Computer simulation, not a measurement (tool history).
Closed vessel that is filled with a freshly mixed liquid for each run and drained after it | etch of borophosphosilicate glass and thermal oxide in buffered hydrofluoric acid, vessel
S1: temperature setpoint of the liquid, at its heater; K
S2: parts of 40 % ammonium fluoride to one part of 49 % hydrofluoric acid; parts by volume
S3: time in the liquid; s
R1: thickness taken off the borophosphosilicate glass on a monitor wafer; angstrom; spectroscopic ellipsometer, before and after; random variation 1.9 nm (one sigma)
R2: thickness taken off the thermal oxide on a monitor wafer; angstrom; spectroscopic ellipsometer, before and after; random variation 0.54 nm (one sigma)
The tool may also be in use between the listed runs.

run,day,S1,S2,S3,R1,R2
1,0,297.15,9,60,2283.6,723.26
2,0.254,300.65,9,60,2742.3,865.37
3,0.558,299.15,9,60,2515.5,805.73
4,0.921,298.15,9,60,2357.7,748.59
5,1.188,297.15,9,60,2263.3,725.78
6,1.471,296.65,9,60,2185,702.14

The next listed run, before its measurement:
7,1.504,296.15,9,60,?,?

Run 7 gave R1 2164 angstrom, R2 688.02 angstrom.
